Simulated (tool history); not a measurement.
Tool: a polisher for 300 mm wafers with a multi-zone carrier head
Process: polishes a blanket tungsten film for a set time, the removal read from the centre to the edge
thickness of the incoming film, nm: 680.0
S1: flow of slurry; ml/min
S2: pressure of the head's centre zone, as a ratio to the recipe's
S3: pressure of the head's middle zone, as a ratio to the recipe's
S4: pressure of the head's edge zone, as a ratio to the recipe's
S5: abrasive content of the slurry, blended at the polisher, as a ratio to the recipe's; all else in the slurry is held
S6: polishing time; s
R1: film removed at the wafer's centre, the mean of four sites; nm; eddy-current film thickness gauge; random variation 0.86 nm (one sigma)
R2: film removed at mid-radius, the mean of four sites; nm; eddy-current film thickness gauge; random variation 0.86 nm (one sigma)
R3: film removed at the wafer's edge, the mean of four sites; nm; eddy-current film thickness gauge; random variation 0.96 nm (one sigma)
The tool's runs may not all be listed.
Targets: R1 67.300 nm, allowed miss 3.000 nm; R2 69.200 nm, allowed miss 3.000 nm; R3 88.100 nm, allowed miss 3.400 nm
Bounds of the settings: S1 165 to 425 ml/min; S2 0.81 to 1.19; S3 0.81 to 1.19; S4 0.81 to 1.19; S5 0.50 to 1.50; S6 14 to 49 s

| run | hour | S1 | S2 | S3 | S4 | S5 | S6 | R1 | R2 | R3 |
|---|---|---|---|---|---|---|---|---|---|---|
| 1 | 0.0 | 275 | 1.00 | 1.00 | 1.00 | 1.00 | 31 | 114.120 | 108.490 | 113.500 |
| 2 | 2.2 | 275 | 1.00 | 1.00 | 1.00 | 1.00 | 38 | 136.800 | 136.080 | 140.620 |
| 3 | 10.8 | 265 | 0.97 | 0.98 | 1.02 | 0.95 | 36 | 124.540 | 125.850 | 133.570 |
| 4 | 19.2 | 260 | 0.95 | 0.96 | 1.03 | 0.90 | 34 | 114.100 | 117.000 | 123.190 |
| 5 | 23.3 | 250 | 0.93 | 0.94 | 1.05 | 0.95 | 32 | 106.850 | 106.780 | 118.200 |
| 6 | 25.8 | 245 | 0.91 | 0.92 | 1.07 | 0.90 | 31 | 99.249 | 100.850 | 112.840 |
| 7 | 32.0 | 240 | 0.90 | 0.91 | 1.09 | 0.90 | 30 | 92.549 | 94.476 | 109.880 |
| 8 | 40.8 | 240 | 0.89 | 0.90 | 1.10 | 0.85 | 29 | 88.841 | 91.164 | 107.090 |
| 9 | 49.2 | 240 | 0.88 | 0.89 | 1.10 | 0.80 | 28 | 84.411 | 86.566 | 101.390 |
| 10 | 51.5 | 240 | 0.88 | 0.89 | 1.10 | 0.80 | 28 | 84.129 | 86.609 | 101.290 |
| 11 | 55.4 | 220 | 0.81 | 0.81 | 1.12 | 0.55 | 25 | 62.089 | 64.354 | 82.259 |
| 12 | 63.9 | 220 | 0.81 | 0.81 | 1.12 | 0.55 | 25 | 61.891 | 65.002 | 81.663 |
| 13 | 70.2 | 225 | 0.81 | 0.81 | 1.13 | 0.55 | 25 | 62.107 | 66.332 | 84.717 |

4 next moves are on the table. One of them brings every result within its allowed miss. Which?
| A | 76.5 | 195 | 0.81 | 0.89 | 1.06 | 0.55 | 28 | ? | ? | ? |
| B | 76.5 | 245 | 0.83 | 0.94 | 1.01 | 0.55 | 26 | ? | ? | ? |
| C | 76.5 | 170 | 0.89 | 0.91 | 1.07 | 0.55 | 26 | ? | ? | ? |
| D | 76.5 | 290 | 0.84 | 0.85 | 1.19 | 0.70 | 24 | ? | ? | ? |

| move | R1 | R2 | R3 |
|---|---|---|---|
| A | 69.600 | 77.069 | 89.050 |
| B | 68.795 | 77.459 | 82.744 |
| C | 69.117 | 71.063 | 81.551 |
| D | 69.321 | 70.814 | 89.031 |
A: brings the result that was furthest off to its target, and leaves another outside
B: brings the result that was furthest off to its target, and leaves another outside
C: brings the result that was furthest off to its target, and leaves another outside
D: meets every target
Answer: D

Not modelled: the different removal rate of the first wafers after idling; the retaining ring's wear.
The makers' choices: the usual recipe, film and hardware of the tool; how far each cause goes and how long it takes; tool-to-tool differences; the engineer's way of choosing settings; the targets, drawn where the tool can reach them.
